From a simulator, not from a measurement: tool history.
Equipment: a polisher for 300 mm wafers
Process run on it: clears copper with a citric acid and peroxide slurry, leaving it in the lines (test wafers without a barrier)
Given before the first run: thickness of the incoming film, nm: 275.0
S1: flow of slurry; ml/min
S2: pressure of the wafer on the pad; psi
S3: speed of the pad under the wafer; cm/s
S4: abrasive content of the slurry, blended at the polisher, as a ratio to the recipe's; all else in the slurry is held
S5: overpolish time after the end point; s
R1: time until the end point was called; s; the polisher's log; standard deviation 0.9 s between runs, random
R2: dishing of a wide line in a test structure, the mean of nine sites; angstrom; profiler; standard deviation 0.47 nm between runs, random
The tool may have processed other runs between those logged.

run,day,S1,S2,S3,S4,S5,R1,R2
1,0.000,160,3.7,134,1.00,27,63.697,604.44
2,0.138,160,3.7,134,0.90,27,66.529,584.04
3,0.500,160,3.6,134,0.90,26,68.847,568.98
4,0.750,160,3.6,158,0.90,26,59.005,612.09
5,0.979,160,3.4,158,0.90,25,62.331,591.83
6,1.058,160,3.4,158,0.75,25,65.829,570.10
7,1.188,160,3.3,158,0.75,24,68.397,530.17
8,1.338,160,3.2,158,0.75,23,69.941,515.03
# day 1.462: worn pad replaced by a new one
9,1.462,160,3.1,158,0.75,22,65.758,523.41

Expected results for the next run?
10,1.775,160,3.0,154,0.75,21,?,?

R1: 69.103 s
R2: 488.12 angstrom
